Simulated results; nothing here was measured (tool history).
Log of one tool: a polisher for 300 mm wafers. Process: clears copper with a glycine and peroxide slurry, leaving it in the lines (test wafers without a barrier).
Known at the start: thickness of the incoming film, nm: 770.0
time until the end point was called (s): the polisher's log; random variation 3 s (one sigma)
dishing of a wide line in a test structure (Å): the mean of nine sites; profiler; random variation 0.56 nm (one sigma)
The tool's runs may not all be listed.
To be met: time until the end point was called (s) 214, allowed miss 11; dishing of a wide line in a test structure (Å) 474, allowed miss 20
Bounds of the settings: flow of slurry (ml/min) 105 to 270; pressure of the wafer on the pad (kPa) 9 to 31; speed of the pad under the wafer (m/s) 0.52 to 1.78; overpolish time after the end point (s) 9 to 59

run,hour,flow of slurry (ml/min),pressure of the wafer on the pad (kPa),speed of the pad under the wafer (m/s),overpolish time after the end point (s),time until the end point was called (s),dishing of a wide line in a test structure (Å)
1,0,175,20,1.14,30,134.83,791.13
2,5.6,175,16.5,1.12,27,164.16,649.48
3,7.7,175,14.5,1.12,25,180.29,559.37
4,16,175,13.1,1.12,25,198.56,529.98
5,23.6,190,13.1,1.12,25,194.7,537.71
6,28.1,150,13.1,1.12,25,204.99,530.88
7,30.9,150,13.1,1.12,25,203.32,526.51
8,34.3,150,12.4,1.12,24,214.28,494.81

Which of these 5 next moves meets every target?
A,37.7,140,11.7,1.18,23,?,?
B,37.7,110,11.7,1.22,28,?,?
C,37.7,130,13.1,1.18,24,?,?
D,37.7,140,10.3,1.3,27,?,?
E,37.7,195,13.1,1.02,26,?,?

move,time until the end point was called (s),dishing of a wide line in a test structure (Å)
A,211.76,473.59
B,218.92,533.12
C,197.62,517.65
D,216.01,518.59
E,205.42,537.51
A: meets every target
B: further off than the last run
C: further off than the last run
D: further off than the last run
E: further off than the last run
Answer: A

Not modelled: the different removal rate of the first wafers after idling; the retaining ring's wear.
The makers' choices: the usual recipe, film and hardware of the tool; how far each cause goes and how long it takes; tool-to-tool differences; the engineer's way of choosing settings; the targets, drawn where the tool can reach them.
